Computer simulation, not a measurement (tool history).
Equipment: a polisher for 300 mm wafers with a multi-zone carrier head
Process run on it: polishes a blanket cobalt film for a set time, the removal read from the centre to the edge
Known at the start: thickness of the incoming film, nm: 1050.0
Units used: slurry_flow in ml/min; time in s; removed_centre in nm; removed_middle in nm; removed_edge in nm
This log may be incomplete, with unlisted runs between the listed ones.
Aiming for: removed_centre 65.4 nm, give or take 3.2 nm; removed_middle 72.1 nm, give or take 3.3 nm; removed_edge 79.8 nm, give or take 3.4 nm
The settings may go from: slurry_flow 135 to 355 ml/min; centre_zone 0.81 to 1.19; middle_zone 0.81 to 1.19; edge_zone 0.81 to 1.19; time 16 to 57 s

run 1 hour=0 | slurry_flow=225 centre_zone=1 middle_zone=1 edge_zone=1 time=36 | removed_centre=138.58 removed_middle=134.63 removed_edge=136.68
run 2 hour=7.9 | slurry_flow=215 centre_zone=0.96 middle_zone=0.98 edge_zone=1 time=32 | removed_centre=111.33 removed_middle=114.82 removed_edge=120.17
run 3 hour=9.9 | slurry_flow=215 centre_zone=0.96 middle_zone=0.92 edge_zone=1 time=32 | removed_centre=112.26 removed_middle=107.36 removed_edge=123.07
run 4 hour=12.2 | slurry_flow=235 centre_zone=0.96 middle_zone=0.92 edge_zone=1 time=32 | removed_centre=118.4 removed_middle=109.6 removed_edge=121.05
run 5 hour=18 | slurry_flow=180 centre_zone=0.96 middle_zone=0.92 edge_zone=1 time=32 | removed_centre=111.03 removed_middle=105.65 removed_edge=116
run 6 hour=21.6 | slurry_flow=135 centre_zone=0.96 middle_zone=0.92 edge_zone=1 time=32 | removed_centre=103.68 removed_middle=99.787 removed_edge=113.13
run 7 hour=22.9 | slurry_flow=135 centre_zone=0.86 middle_zone=0.93 edge_zone=0.96 time=22 | removed_centre=64.548 removed_middle=66.968 removed_edge=75.485
run 8 hour=31.9 | slurry_flow=140 centre_zone=0.86 middle_zone=0.94 edge_zone=0.97 time=22 | removed_centre=64.021 removed_middle=69.661 removed_edge=75.543

Pick the move, out of 5, that brings all results within their allowed miss; only one does.
run A hour=40.9 | slurry_flow=175 centre_zone=0.93 middle_zone=0.93 edge_zone=0.92 time=20 | removed_centre=? removed_middle=? removed_edge=?
run B hour=40.9 | slurry_flow=175 centre_zone=0.84 middle_zone=0.92 edge_zone=1 time=22 | removed_centre=? removed_middle=? removed_edge=?
run C hour=40.9 | slurry_flow=135 centre_zone=0.87 middle_zone=0.93 edge_zone=0.95 time=21 | removed_centre=? removed_middle=? removed_edge=?
run D hour=40.9 | slurry_flow=200 centre_zone=0.98 middle_zone=1 edge_zone=0.84 time=20 | removed_centre=? removed_middle=? removed_edge=?
run E hour=40.9 | slurry_flow=170 centre_zone=0.87 middle_zone=0.81 edge_zone=0.98 time=21 | removed_centre=? removed_middle=? removed_edge=?

move=A removed_centre=64.451 removed_middle=66.782 removed_edge=70.254
move=B removed_centre=63.974 removed_middle=72.828 removed_edge=80.074
move=C removed_centre=59.231 removed_middle=66.155 removed_edge=71.703
move=D removed_centre=69.791 removed_middle=72.654 removed_edge=68.828
move=E removed_centre=62.82 removed_middle=62.235 removed_edge=75.571
A: further off than the last run
B: every result lands within tolerance
C: further off than the last run
D: further off than the last run
E: further off than the last run
B is the move that brings every result within its allowed miss.
